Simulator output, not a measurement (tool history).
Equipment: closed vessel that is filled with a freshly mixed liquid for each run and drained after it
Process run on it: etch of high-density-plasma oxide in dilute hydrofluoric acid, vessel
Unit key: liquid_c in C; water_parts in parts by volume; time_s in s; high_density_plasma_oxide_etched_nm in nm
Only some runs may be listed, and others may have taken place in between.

run  hour  liquid_c  water_parts  time_s  high_density_plasma_oxide_etched_nm
  1   0.0      24.0           55     110                               15.662
  2   3.1      23.0           55     110                               15.049
  3  10.0      23.0           55     110                               14.951
  4  15.5      25.0           55     110                               16.372
  5  21.2      24.0           55     110                               15.690
  6  28.4      24.0           35     110                               25.046
  7  35.5      22.5           40     110                               20.811
  8  37.5      21.5           45     110                               17.307
  9  43.8      20.5           45     110                               16.652

What does the tool deliver on the next run?
 10  50.1      20.0           45     110                                    ?

high_density_plasma_oxide_etched_nm: 16.466 nm
